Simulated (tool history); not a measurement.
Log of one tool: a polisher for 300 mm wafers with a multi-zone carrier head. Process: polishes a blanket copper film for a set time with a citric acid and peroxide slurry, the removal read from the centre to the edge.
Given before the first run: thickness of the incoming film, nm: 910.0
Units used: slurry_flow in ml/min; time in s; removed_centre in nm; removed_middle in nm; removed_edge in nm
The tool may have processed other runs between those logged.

run	hour	slurry_flow	centre_zone	middle_zone	edge_zone	slurry_solids	time	removed_centre	removed_middle	removed_edge
1	0.0	150	1.00	1.00	1.00	1.00	63	167.56	174.09	165.62
2	5.8	140	1.00	0.96	0.98	0.90	59	152.26	150.69	152.99
3	14.3	140	1.00	0.94	0.95	0.80	54	136.30	135.11	136.01
4	15.6	140	1.00	0.94	0.95	0.80	48	120.59	119.46	121.26
5	19.8	140	1.05	0.94	0.95	0.80	48	127.21	117.13	118.20
6	24.4	135	1.04	0.92	0.94	0.75	47	122.59	112.38	116.50
7	25.7	130	1.04	0.90	0.93	0.70	46	119.57	107.46	109.96

Expected results for the next run?
8	26.6	125	1.03	0.88	0.94	0.65	46	?	?	?

Run 8 produced removed_centre 116.70 nm, removed_middle 103.98 nm, removed_edge 110.14 nm.
